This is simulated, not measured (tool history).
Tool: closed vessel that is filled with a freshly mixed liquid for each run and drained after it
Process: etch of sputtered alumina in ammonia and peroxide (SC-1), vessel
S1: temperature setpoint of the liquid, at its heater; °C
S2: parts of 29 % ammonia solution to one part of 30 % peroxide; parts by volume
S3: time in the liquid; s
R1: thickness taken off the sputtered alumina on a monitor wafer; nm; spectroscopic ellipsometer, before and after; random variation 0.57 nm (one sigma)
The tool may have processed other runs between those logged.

run 1 day=0 | S1=52 S2=0.55 S3=955 | R1=47.866
run 2 day=0.133 | S1=47.5 S2=0.55 S3=955 | R1=37.737
run 3 day=0.292 | S1=47.5 S2=0.55 S3=1020 | R1=40.071
run 4 day=0.604 | S1=47.5 S2=0.65 S3=1020 | R1=40.547
run 5 day=0.867 | S1=54 S2=0.65 S3=1020 | R1=58.789
run 6 day=0.942 | S1=54 S2=0.55 S3=1020 | R1=57.505

The next listed run, before its measurement:
run 7 day=0.983 | S1=54.5 S2=0.55 S3=1020 | R1=?

{"run 7": {"R1": 58.9}}
